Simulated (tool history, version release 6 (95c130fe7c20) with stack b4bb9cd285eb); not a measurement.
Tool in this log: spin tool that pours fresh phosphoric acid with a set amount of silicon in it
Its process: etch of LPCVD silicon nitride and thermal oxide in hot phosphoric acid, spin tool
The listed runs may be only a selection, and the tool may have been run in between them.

run  hour  temperature setpoint of the liquid (K)  silicon dissolved in the acid as it is poured (mg a litre)  time under the liquid (s)  thickness taken off the LPCVD silicon nitride on a monitor wafer (nm)  thickness taken off the thermal oxide on a monitor wafer (nm)
  1   0.0                                  435.15                                                        11.0                        180                                                                 18.682                                                        0.47683
  2   1.3                                  436.15                                                        11.0                        180                                                                 19.508                                                        0.45291
  3   5.4                                  437.15                                                        11.5                        185                                                                 20.587                                                        0.46369
  4  11.0                                  437.65                                                        12.5                        190                                                                 21.556                                                        0.66848
  5  18.8                                  437.15                                                         9.0                        200                                                                 22.368                                                        0.61294
  6  22.5                                  437.15                                                        12.5                        200                                                                 22.249                                                        0.57114
  7  25.1                                  437.15                                                        16.0                        205                                                                 22.944                                                        0.52393
  8  28.6                                  437.65                                                        18.5                        210                                                                 23.782                                                        0.44333

What will run 9 give?
  9  37.1                                  438.15                                                        19.0                        210                                                                      ?                                                              ?

{"run 9": {"thickness taken off the LPCVD silicon nitride on a monitor wafer (nm)": 24.282, "thickness taken off the thermal oxide on a monitor wafer (nm)": 0.48207}}

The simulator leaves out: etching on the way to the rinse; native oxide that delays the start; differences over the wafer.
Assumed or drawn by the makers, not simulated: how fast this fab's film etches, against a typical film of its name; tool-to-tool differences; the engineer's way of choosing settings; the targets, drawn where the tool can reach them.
